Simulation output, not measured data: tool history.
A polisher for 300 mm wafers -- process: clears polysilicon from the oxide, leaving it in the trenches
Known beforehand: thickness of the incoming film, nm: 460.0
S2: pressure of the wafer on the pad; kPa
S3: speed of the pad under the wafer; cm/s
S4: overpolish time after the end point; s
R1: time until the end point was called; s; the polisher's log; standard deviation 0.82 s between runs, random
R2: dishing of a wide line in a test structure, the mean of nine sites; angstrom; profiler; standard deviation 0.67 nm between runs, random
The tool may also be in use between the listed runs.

{"run": 1, "hour": 0.0, "flow of slurry (ml/min)": 155, "S2": 15.2, "S3": 82, "S4": 20, "R1": 51.823, "R2": 446.94}
{"run": 2, "hour": 1.4, "flow of slurry (ml/min)": 155, "S2": 15.2, "S3": 82, "S4": 12, "R1": 51.938, "R2": 410.7}
{"run": 3, "hour": 2.6, "flow of slurry (ml/min)": 140, "S2": 15.2, "S3": 82, "S4": 12, "R1": 51.59, "R2": 400.77}
{"run": 4, "hour": 6.4, "flow of slurry (ml/min)": 140, "S2": 13.8, "S3": 82, "S4": 11, "R1": 58.34, "R2": 391.2}
{"run": 5, "hour": 15.0, "flow of slurry (ml/min)": 140, "S2": 16.5, "S3": 82, "S4": 11, "R1": 48.243, "R2": 395.93}
{"run": 6, "hour": 18.1, "flow of slurry (ml/min)": 135, "S2": 15.2, "S3": 82, "S4": 10, "R1": 52.837, "R2": 383.75}
{"run": 7, "hour": 22.6, "flow of slurry (ml/min)": 145, "S2": 11.0, "S3": 78, "S4": 20, "R1": 72.941, "R2": 428.47}
{"run": 8, "hour": 26.2, "flow of slurry (ml/min)": 140, "S2": 11.0, "S3": 78, "S4": 18, "R1": 72.415, "R2": 416.49}

Run 9, settings as shown, results not yet in. Your forecast:
{"run": 9, "hour": 26.8, "flow of slurry (ml/min)": 100, "S2": 9.7, "S3": 78, "S4": 8, "R1": "?", "R2": "?"}

{"run 9": {"R1": 86.488, "R2": 296.93}}
